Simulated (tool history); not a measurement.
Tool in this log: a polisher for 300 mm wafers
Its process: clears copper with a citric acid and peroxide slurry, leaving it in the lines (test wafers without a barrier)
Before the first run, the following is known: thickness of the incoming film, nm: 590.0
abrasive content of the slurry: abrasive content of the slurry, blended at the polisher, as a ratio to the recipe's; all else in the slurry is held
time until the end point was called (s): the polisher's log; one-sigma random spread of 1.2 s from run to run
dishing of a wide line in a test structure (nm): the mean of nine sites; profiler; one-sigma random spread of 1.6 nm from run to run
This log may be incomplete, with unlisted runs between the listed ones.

run  hour  flow of slurry (ml/min)  pressure of the wafer on the pad (kPa)  speed of the pad under the wafer (m/s)  abrasive content of the slurry  overpolish time after the end point (s)  time until the end point was called (s)  dishing of a wide line in a test structure (nm)
  1     0                      215                                    27.6                                     1.2                               1                                       22                                   176.06                                           43.937
  2   1.8                      215                                      29                                    1.22                               1                                       23                                   164.71                                           46.827
  3  10.3                      215                                      29                                    1.22                               1                                       30                                   164.94                                           58.319
  4  11.4                      215                                    30.3                                    1.24                               1                                       30                                   155.24                                           60.008
  5  16.5                      215                                    36.5                                    1.24                               1                                       30                                   130.76                                           69.243
  6  25.4                      190                                    36.5                                    1.24                               1                                       30                                   131.19                                           68.201
  7  33.2                      190                                    37.2                                    1.26                               1                                       30                                   126.54                                           70.461

Run 8 has not been measured yet. What should we expect?
  8  39.8                      195                                    42.7                                     1.5                               1                                       32                                        ?                                                ?

Run 8 yielded time until the end point was called (s) 96.021, dishing of a wide line in a test structure (nm) 89.563.
